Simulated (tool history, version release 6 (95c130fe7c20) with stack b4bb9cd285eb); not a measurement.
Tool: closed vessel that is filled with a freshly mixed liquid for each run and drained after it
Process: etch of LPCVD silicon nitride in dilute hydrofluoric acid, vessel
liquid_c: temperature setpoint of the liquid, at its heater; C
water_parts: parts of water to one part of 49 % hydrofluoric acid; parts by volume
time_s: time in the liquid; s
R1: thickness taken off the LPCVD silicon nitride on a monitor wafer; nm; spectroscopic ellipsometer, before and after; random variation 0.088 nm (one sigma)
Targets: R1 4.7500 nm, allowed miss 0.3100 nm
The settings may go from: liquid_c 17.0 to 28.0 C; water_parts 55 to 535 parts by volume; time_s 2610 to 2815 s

Run 1, hour 0.0: liquid_c 20.0 C, water_parts 295 parts by volume, time_s 2610 s. Result: R1 3.3774 nm.
Run 2, hour 1.3: liquid_c 20.5 C, water_parts 295 parts by volume, time_s 2610 s. Result: R1 3.5307 nm.
Run 3, hour 5.9: liquid_c 21.0 C, water_parts 295 parts by volume, time_s 2610 s. Result: R1 3.7006 nm.
Run 4, hour 11.0: liquid_c 19.0 C, water_parts 295 parts by volume, time_s 2610 s. Result: R1 3.1573 nm.
Run 5, hour 15.3: liquid_c 19.5 C, water_parts 295 parts by volume, time_s 2610 s. Result: R1 3.2224 nm.
Run 6, hour 21.4: liquid_c 19.5 C, water_parts 295 parts by volume, time_s 2610 s. Result: R1 3.4427 nm.
Run 7, hour 23.3: liquid_c 20.0 C, water_parts 290 parts by volume, time_s 2610 s. Result: R1 3.7097 nm.
Run 8, hour 25.5: liquid_c 20.5 C, water_parts 290 parts by volume, time_s 2610 s. Result: R1 3.6828 nm.
Run 9, hour 29.8: liquid_c 21.0 C, water_parts 290 parts by volume, time_s 2610 s. Result: R1 3.8245 nm.
Run 10, hour 38.4: liquid_c 21.5 C, water_parts 290 parts by volume, time_s 2610 s. Result: R1 3.8538 nm.
Run 11, hour 47.0: liquid_c 25.0 C, water_parts 275 parts by volume, time_s 2615 s. Result: R1 5.0336 nm.

4 next moves are on the table. One of them brings every result within its allowed miss. Which?
Run A, hour 55.6: liquid_c 24.0 C, water_parts 220 parts by volume, time_s 2610 s. Result: R1 ?.
Run B, hour 55.6: liquid_c 25.5 C, water_parts 260 parts by volume, time_s 2610 s. Result: R1 ?.
Run C, hour 55.6: liquid_c 27.0 C, water_parts 280 parts by volume, time_s 2610 s. Result: R1 ?.
Run D, hour 55.6: liquid_c 24.0 C, water_parts 270 parts by volume, time_s 2610 s. Result: R1 ?.

move      R1
   A  6.0660
   B  5.6371
   C  5.7284
   D  4.9524
A: further off than the last run
B: further off than the last run
C: further off than the last run
D: meets every target
Move D is the one to make.
